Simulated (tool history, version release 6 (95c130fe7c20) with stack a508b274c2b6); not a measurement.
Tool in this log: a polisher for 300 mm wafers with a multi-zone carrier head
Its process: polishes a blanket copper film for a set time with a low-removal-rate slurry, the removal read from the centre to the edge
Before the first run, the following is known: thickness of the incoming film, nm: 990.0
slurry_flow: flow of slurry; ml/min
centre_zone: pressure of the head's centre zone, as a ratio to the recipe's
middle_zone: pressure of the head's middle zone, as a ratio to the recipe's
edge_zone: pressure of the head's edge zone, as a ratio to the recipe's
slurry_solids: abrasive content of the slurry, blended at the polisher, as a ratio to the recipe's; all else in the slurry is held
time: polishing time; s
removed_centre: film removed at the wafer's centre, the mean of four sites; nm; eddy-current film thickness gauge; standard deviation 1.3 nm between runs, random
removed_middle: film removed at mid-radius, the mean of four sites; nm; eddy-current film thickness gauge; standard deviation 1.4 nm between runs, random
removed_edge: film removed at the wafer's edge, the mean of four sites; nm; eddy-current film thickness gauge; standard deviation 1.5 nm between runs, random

run,day,slurry_flow,centre_zone,middle_zone,edge_zone,slurry_solids,time,removed_centre,removed_middle,removed_edge
1,0.000,210,1.00,1.00,1.00,1.00,90,202.01,192.02,213.42
2,0.071,260,1.00,1.00,1.00,1.00,90,209.87,200.77,216.30
3,0.312,260,0.94,1.00,1.00,1.00,90,196.12,197.84,218.34
4,0.562,260,0.94,1.00,1.07,1.00,90,198.33,194.06,220.12
5,0.829,280,0.97,1.03,1.04,0.85,76,168.30,171.26,184.57
6,1.029,280,0.97,1.03,1.01,0.85,76,169.17,164.69,181.02
7,1.350,295,0.98,1.08,0.96,0.75,68,150.21,156.90,158.11
8,1.392,295,0.98,1.08,0.96,0.75,68,151.59,157.12,151.08
9,1.700,285,0.97,1.06,0.92,0.65,67,143.81,148.13,148.00
10,1.746,275,1.03,1.13,0.87,0.50,50,111.27,111.81,101.83

Run 11 has not been measured yet. What should we expect?
11,1.996,275,1.03,1.13,0.87,0.50,50,?,?,?

removed_centre: 110.42 nm
removed_middle: 112.65 nm
removed_edge: 102.63 nm

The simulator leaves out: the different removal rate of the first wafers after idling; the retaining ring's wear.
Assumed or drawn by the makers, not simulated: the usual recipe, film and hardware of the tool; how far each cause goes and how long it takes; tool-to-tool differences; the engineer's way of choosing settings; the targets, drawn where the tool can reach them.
